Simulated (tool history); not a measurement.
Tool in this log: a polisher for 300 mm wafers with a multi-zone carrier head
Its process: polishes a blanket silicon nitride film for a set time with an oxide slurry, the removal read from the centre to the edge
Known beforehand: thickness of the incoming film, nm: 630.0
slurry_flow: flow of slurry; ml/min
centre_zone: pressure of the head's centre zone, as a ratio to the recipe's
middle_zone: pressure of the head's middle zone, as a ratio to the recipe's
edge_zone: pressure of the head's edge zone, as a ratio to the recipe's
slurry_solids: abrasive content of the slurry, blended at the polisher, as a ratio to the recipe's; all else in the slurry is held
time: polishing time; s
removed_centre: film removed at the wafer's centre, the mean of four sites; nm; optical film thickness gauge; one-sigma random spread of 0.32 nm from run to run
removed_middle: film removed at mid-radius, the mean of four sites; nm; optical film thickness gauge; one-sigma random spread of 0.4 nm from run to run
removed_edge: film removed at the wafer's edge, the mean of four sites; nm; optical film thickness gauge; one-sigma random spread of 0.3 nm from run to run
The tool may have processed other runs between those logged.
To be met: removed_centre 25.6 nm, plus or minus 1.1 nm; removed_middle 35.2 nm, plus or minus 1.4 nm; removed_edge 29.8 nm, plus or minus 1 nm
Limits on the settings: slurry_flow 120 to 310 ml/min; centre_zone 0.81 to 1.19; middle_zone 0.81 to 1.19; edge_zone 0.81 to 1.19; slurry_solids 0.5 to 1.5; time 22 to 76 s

| run | hour | slurry_flow | centre_zone | middle_zone | edge_zone | slurry_solids | time | removed_centre | removed_middle | removed_edge |
|---|---|---|---|---|---|---|---|---|---|---|
| 1 | 0 | 200 | 1 | 1 | 1 | 1 | 49 | 29.705 | 30.22 | 31.124 |
| 2 | 3.2 | 200 | 1 | 1 | 1 | 1 | 40 | 23.54 | 25.156 | 25.717 |
| 3 | 11.5 | 200 | 1.04 | 1 | 1 | 1 | 40 | 25.083 | 24.954 | 25.428 |
| 4 | 18.1 | 205 | 1.03 | 1.03 | 1 | 1.05 | 40 | 25.572 | 26.066 | 26.493 |
| 5 | 24 | 210 | 1.01 | 1.05 | 0.97 | 1.1 | 40 | 25.376 | 27.085 | 26.342 |
| 6 | 28.2 | 210 | 1.01 | 1.05 | 0.97 | 1.1 | 46 | 29.511 | 31.151 | 30.668 |
|  | 31.5 | slurry nozzle cleaned |
| 7 | 31.5 | 210 | 0.99 | 1.07 | 0.96 | 1.1 | 46 | 31.708 | 34.082 | 31.521 |
| 8 | 38.9 | 210 | 0.96 | 1.07 | 0.97 | 1.05 | 46 | 29.077 | 33.786 | 31.365 |
| 9 | 43.3 | 210 | 0.96 | 1.07 | 0.97 | 1.05 | 46 | 28.956 | 33.529 | 30.997 |
| 10 | 49.9 | 210 | 0.95 | 1.07 | 0.96 | 1.05 | 46 | 28.805 | 33.504 | 30.853 |
| 11 | 52.9 | 210 | 0.93 | 1.07 | 0.95 | 1.05 | 46 | 28.771 | 33.409 | 30.744 |
| 12 | 56.8 | 210 | 0.92 | 1.08 | 0.95 | 1.05 | 46 | 28.347 | 33.921 | 31.177 |
| 13 | 59.3 | 210 | 0.91 | 1.09 | 0.94 | 1.05 | 46 | 28.107 | 34.089 | 31.398 |

Which of these 4 next moves meets every target?
| A | 61.8 | 220 | 0.86 | 1.12 | 0.95 | 1.2 | 47 | ? | ? | ? |
| B | 61.8 | 240 | 0.81 | 1.19 | 0.82 | 1.2 | 45 | ? | ? | ? |
| C | 61.8 | 200 | 0.85 | 1.15 | 0.91 | 0.95 | 47 | ? | ? | ? |
| D | 61.8 | 210 | 0.81 | 1.08 | 1 | 0.75 | 54 | ? | ? | ? |

| move | removed_centre | removed_middle | removed_edge |
|---|---|---|---|
| A | 28.173 | 37.264 | 32.371 |
| B | 25.739 | 38.056 | 29.219 |
| C | 25.353 | 34.764 | 29.027 |
| D | 25.785 | 35.162 | 32.36 |
A: its largest miss is bigger than the last run's
B: brings the result that was furthest off to its target, and leaves another outside
C: meets every target
D: brings the result that was furthest off to its target, and leaves another outside
Go with C: it meets all targets.
